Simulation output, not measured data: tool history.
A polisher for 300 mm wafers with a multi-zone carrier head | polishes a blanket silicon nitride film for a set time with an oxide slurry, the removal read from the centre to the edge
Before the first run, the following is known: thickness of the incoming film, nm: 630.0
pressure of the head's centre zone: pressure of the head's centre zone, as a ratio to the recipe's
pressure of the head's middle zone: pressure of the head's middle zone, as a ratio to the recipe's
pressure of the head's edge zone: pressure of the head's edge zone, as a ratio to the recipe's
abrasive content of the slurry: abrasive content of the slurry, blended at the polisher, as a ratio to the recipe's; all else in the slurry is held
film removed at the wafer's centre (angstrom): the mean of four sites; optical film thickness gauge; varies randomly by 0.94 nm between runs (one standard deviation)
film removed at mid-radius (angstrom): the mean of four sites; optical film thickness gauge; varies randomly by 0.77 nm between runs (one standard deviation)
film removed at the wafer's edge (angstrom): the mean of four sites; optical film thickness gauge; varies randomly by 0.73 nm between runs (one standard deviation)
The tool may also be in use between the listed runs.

run,hour,flow of slurry (ml/min),pressure of the head's centre zone,pressure of the head's middle zone,pressure of the head's edge zone,abrasive content of the slurry,polishing time (s),film removed at the wafer's centre (angstrom),film removed at mid-radius (angstrom),film removed at the wafer's edge (angstrom)
1,0,260,1,1,1,1,75,465.75,477.73,454.62
2,7,260,1.02,0.97,1.02,1.05,75,478.62,469.93,471.62
3,13.8,260,1.05,0.97,1.02,1.05,75,480.86,470.36,462.62
4,22.1,260,1.05,1.05,1.02,1.05,75,497.18,476.32,464.88
5,25.6,325,1.05,1.05,1.02,1.05,75,508.29,499.76,473.1
6,30.8,280,1.05,1.05,1.02,1.05,75,499.12,494.46,473.54
7,31.3,255,1.14,0.95,1.12,1.3,78,603.54,514.36,556.45
8,36.2,255,1.15,0.94,1.13,1.35,78,621.8,515.71,571.31
9,39.4,255,1.15,0.93,1.14,1.35,78,626.41,503.18,570.43
10,40.8,255,1.15,0.93,1.15,1.35,78,617.23,495.44,574.07
11,46.6,255,1.15,0.93,1.16,1.35,78,626.18,504.08,563.47

Run 12 is up next; what results do you expect?
12,55.2,255,1.15,0.92,1.16,1.35,78,?,?,?

Run 12 came out at film removed at the wafer's centre (angstrom) 614.05, film removed at mid-radius (angstrom) 500.48, film removed at the wafer's edge (angstrom) 569.2.

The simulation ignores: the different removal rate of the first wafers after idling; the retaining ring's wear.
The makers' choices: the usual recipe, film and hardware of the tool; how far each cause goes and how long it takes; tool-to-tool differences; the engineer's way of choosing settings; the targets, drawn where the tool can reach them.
